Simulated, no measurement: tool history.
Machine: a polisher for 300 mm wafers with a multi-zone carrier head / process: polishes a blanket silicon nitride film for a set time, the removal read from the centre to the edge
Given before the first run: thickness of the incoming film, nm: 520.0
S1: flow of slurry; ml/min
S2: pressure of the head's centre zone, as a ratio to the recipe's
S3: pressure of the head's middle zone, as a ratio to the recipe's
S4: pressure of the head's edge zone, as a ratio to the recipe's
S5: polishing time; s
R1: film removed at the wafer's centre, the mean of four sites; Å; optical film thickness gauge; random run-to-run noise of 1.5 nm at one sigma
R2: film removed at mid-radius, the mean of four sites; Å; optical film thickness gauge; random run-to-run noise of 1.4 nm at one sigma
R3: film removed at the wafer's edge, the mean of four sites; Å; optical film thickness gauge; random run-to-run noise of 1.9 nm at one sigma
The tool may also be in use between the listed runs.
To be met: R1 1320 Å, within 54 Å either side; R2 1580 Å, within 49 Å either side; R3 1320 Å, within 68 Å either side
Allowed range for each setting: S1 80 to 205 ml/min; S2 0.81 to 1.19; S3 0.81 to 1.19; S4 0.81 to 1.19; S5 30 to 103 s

run  hour   S1    S2    S3    S4  S5      R1      R2      R3
  1     0  135     1     1     1  66  1093.6    1117  1122.6
  2   1.3  135     1     1     1  72  1213.9  1216.3  1190.6
  3   3.4  140     1  1.02  1.01  72  1211.6  1239.6    1220
  4   4.5  145     1  1.04     1  73  1239.7  1315.1  1237.5
  5  13.1  145  1.08  1.04     1  73  1360.4  1287.9  1276.1
  6  20.8  175  1.08  1.04     1  73  1382.8  1365.3  1294.8
     23.4  -- worn pad replaced by a new one
  7  23.4  180  1.07  1.05     1  73  1510.5  1490.3  1423.5
  8    32  180  1.05  1.05  0.98  73  1457.4    1463  1413.4
  9  33.3  180  1.05  1.07     1  72  1462.3  1494.2  1343.4
 10  41.4  180  1.03  1.07     1  72  1409.1  1508.2  1406.9

Of the 4 settings listed for the next run, only one would bring every result within its allowed miss of target. Which one?
  A  49.5  205  0.96  1.02  1.03  70   ?   ?   ?
  B  49.5  200  1.03  0.92  1.07  72   ?   ?   ?
  C  49.5  190  1.02  0.97  0.97  78   ?   ?   ?
  D  49.5  200  0.96  1.17  0.95  70   ?   ?   ?

move      R1      R2      R3
   A  1333.5  1421.3  1381.9
   B  1465.5  1347.9  1446.2
   C  1558.8    1507  1483.9
   D  1329.3  1573.9  1323.2
A: brings the last run's worst result on target, with another outside its allowed miss
B: moves away from the targets compared with the last run
C: moves away from the targets compared with the last run
D: every result within its allowed miss
D is the move that brings every result within its allowed miss.
